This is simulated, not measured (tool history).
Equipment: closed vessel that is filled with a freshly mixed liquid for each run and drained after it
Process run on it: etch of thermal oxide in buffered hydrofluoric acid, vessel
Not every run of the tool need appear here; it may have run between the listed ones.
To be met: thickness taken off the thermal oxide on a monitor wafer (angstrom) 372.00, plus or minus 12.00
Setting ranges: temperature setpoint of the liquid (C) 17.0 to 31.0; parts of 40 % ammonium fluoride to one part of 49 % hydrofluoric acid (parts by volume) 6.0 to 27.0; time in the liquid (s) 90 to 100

run	hour	temperature setpoint of the liquid (C)	parts of 40 % ammonium fluoride to one part of 49 % hydrofluoric acid (parts by volume)	time in the liquid (s)	thickness taken off the thermal oxide on a monitor wafer (angstrom)
1	0.0	23.0	16.5	90	624.56
2	6.5	22.0	17.0	90	567.73
3	9.8	18.5	17.0	90	469.27
4	16.5	17.0	17.0	90	434.23
5	24.7	17.0	17.5	90	422.52
6	26.2	17.0	17.5	100	470.76
# hour 27.5: thermometer replaced
7	27.5	17.0	18.0	100	415.79
8	32.9	17.0	18.5	100	401.01

Next run, 5 choices. One meets every target within its allowed miss, the rest don't. Which?
A	38.3	17.0	19.5	90	?
B	38.3	17.0	20.0	95	?
C	38.3	17.0	20.0	100	?
D	38.3	17.0	18.0	100	?
E	38.3	17.0	16.5	90	?

move	thickness taken off the thermal oxide on a monitor wafer (angstrom)
A	342.64
B	352.72
C	371.29
D	412.06
E	404.12
A: moves the result that the last run missed by most past its target, out the other side
B: moves the result that the last run missed by most past its target, out the other side
C: each result inside its tolerance
D: its largest miss is bigger than the last run's
E: its largest miss is bigger than the last run's
Answer: C

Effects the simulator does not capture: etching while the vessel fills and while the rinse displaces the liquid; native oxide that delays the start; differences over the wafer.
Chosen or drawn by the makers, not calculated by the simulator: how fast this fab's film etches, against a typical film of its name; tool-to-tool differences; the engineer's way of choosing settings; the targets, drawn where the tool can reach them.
